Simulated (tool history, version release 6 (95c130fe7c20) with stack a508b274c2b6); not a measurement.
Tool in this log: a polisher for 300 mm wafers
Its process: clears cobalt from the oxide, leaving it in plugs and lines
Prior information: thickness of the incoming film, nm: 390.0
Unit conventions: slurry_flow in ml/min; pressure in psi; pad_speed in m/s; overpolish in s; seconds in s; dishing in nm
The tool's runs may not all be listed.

run	hour	slurry_flow	pressure	pad_speed	overpolish	seconds	dishing
1	0	245	2.3	0.78	22	75.629	66.055
2	5.8	215	2.3	0.78	22	76.076	65.536
3	10.3	215	2.5	0.78	22	70.69	68.178
4	12.4	215	2.2	0.78	22	82.428	63.236
5	15.1	215	2.2	0.78	23	81.15	65.83
6	16.1	155	2.2	0.78	23	85.198	63.935
7	17.3	160	2.2	0.78	24	85.559	66.691
8	22.9	165	2.2	0.78	25	83.288	69.544

The next listed run, before its measurement:
9	27.4	165	2.2	0.78	26	?	?

seconds: 84.052 s
dishing: 69.175 nm
